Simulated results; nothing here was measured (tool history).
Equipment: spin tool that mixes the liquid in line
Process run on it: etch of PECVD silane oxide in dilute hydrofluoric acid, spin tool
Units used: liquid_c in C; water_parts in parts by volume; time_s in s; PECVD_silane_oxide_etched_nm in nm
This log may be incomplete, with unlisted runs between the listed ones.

| run | day | liquid_c | water_parts | time_s | PECVD_silane_oxide_etched_nm |
|---|---|---|---|---|---|
| 1 | 0 | 21 | 85 | 275 | 66.43 |
| 2 | 0.196 | 20 | 95 | 275 | 55.741 |
| 3 | 0.375 | 22.5 | 95 | 275 | 61.237 |
| 4 | 0.738 | 21 | 100 | 275 | 54.97 |
| 5 | 1.075 | 20 | 105 | 275 | 49.649 |
| 6 | 1.179 | 22 | 105 | 275 | 53.821 |
| 7 | 1.529 | 20.5 | 105 | 275 | 50.959 |

Run 8, settings as shown, results not yet in. Your forecast:
| 8 | 1.883 | 17 | 115 | 275 | ? |

Run 8 yielded PECVD_silane_oxide_etched_nm 39.788 nm.
